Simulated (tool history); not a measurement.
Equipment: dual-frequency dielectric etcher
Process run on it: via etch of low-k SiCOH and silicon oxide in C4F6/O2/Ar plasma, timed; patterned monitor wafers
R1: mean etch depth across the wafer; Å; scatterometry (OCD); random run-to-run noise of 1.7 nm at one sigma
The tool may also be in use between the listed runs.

{"run": 1, "hour": 0.0, "source power (W)": 370, "bias power (W)": 238, "etch time (s)": 95.5, "R1": 2958.3}
{"run": 2, "hour": 4.4, "source power (W)": 390, "bias power (W)": 243, "etch time (s)": 95.5, "R1": 3032.4}
{"run": 3, "hour": 12.4, "source power (W)": 410, "bias power (W)": 247, "etch time (s)": 95.5, "R1": 3123.3}
{"run": 4, "hour": 14.0, "source power (W)": 370, "bias power (W)": 247, "etch time (s)": 95.5, "R1": 3003.8}
{"run": 5, "hour": 21.9, "source power (W)": 370, "bias power (W)": 212, "etch time (s)": 95.5, "R1": 2839.1}
{"run": 6, "hour": 29.8, "source power (W)": 400, "bias power (W)": 220, "etch time (s)": 95.5, "R1": 2969.5}

Estimate the outcome of run 7 from the log above:
{"hour": 36.6, "done": "bias power generator calibrated"}
{"run": 7, "hour": 36.6, "source power (W)": 470, "bias power (W)": 238, "etch time (s)": 96, "R1": "?"}

R1: 3273.3 Å

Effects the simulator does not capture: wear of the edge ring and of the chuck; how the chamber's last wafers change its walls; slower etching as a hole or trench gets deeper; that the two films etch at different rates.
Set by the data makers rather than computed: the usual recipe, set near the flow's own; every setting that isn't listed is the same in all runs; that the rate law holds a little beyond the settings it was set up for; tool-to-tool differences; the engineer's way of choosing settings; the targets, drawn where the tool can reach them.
